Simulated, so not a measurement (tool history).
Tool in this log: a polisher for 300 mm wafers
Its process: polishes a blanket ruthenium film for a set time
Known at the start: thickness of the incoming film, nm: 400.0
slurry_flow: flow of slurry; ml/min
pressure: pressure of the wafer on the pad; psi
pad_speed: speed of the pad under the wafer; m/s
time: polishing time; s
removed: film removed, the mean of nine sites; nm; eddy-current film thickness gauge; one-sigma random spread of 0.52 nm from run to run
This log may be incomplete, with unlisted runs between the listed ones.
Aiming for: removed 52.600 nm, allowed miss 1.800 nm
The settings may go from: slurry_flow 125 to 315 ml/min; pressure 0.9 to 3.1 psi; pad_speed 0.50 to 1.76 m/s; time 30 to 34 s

| run | day | slurry_flow | pressure | pad_speed | time | removed |
|---|---|---|---|---|---|---|
| 1 | 0.000 | 205 | 2.0 | 1.12 | 34 | 40.745 |
| 2 | 0.075 | 205 | 2.0 | 1.12 | 30 | 35.301 |
| 3 | 0.454 | 205 | 1.5 | 1.12 | 30 | 27.353 |
| 4 | 0.812 | 205 | 1.5 | 0.92 | 30 | 22.954 |
| 5 | 0.867 | 205 | 1.8 | 0.92 | 30 | 27.208 |
| 6 | 1.054 | 205 | 1.4 | 0.92 | 30 | 21.172 |
| 7 | 1.179 | 210 | 1.9 | 0.92 | 30 | 28.947 |
| 8 | 1.471 | 215 | 2.2 | 0.92 | 30 | 33.664 |
| 9 | 1.525 | 215 | 2.5 | 0.92 | 30 | 37.243 |
| 10 | 1.829 | 220 | 2.7 | 0.94 | 30 | 41.004 |

Which single option among these 4 for the next run brings every result within its allowed miss of target? Just one does.
| A | 2.133 | 200 | 2.3 | 1.30 | 34 | ? |
| B | 2.133 | 250 | 2.3 | 1.34 | 31 | ? |
| C | 2.133 | 255 | 3.0 | 0.90 | 32 | ? |
| D | 2.133 | 230 | 2.7 | 1.14 | 34 | ? |

| move | removed |
|---|---|
| A | 51.699 |
| B | 49.481 |
| C | 47.923 |
| D | 55.000 |
A: in spec on every target
B: nearer than the last run, and not there yet
C: nearer than the last run, and not there yet
D: takes the biggest miss from the last run beyond its target
A is the move that brings every result within its allowed miss.
